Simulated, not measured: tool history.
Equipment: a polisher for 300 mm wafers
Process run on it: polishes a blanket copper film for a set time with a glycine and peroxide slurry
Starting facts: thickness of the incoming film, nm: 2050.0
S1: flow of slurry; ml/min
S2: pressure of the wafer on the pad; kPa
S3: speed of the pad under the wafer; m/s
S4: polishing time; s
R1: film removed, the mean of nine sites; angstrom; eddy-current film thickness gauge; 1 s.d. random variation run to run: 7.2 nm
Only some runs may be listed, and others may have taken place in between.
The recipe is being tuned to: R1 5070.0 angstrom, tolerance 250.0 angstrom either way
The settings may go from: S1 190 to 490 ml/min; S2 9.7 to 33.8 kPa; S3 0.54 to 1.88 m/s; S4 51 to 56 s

run,hour,S1,S2,S3,S4,R1
1,0.0,315,21.4,1.20,56,3867.0
2,1.0,315,22.1,1.20,56,4003.3
3,8.1,315,22.8,1.20,56,4105.6
4,14.6,315,26.9,1.20,56,4659.0
5,17.8,315,26.9,0.94,56,3880.2
6,24.7,315,27.6,0.96,56,3954.6
7,27.7,315,27.6,0.96,56,4077.2
8,30.5,315,28.3,0.96,56,4152.1

Which single option among these 4 for the next run brings every result within its allowed miss of target? Just one does.
A,33.3,320,27.6,1.14,53,?
B,33.3,265,33.8,1.04,56,?
C,33.3,310,26.2,0.74,51,?
D,33.3,240,33.8,1.02,53,?

move,R1
A,4354.6
B,4992.1
C,2918.9
D,4598.2
A: moves toward the targets from the last run without getting all of them in spec
B: every result lands within tolerance
C: misses by more than the last run did
D: moves toward the targets from the last run without getting all of them in spec
B meets every target.
